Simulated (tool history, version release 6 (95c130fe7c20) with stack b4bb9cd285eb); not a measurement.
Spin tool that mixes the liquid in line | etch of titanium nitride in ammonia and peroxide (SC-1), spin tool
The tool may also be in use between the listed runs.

run	hour	temperature setpoint of the liquid (K)	parts of water to one part of 30 % peroxide (parts by volume)	parts of 29 % ammonia solution to one part of 30 % peroxide (parts by volume)	time under the liquid (s)	thickness taken off the titanium nitride on a monitor wafer (angstrom)
1	0.0	328.15	28.0	0.60	35	17.079
2	2.8	321.65	28.0	0.60	35	10.670
3	5.0	321.65	28.0	0.75	35	11.260
4	12.8	326.65	26.0	0.75	35	16.535
5	15.1	326.65	19.5	0.75	35	19.542
# hour 23.3: heated supply line repaired
6	23.3	326.65	19.5	0.75	35	24.388

The next listed run, before its measurement:
7	26.3	329.65	19.5	0.75	35	?

Run 7 gave thickness taken off the titanium nitride on a monitor wafer (angstrom) 30.423.
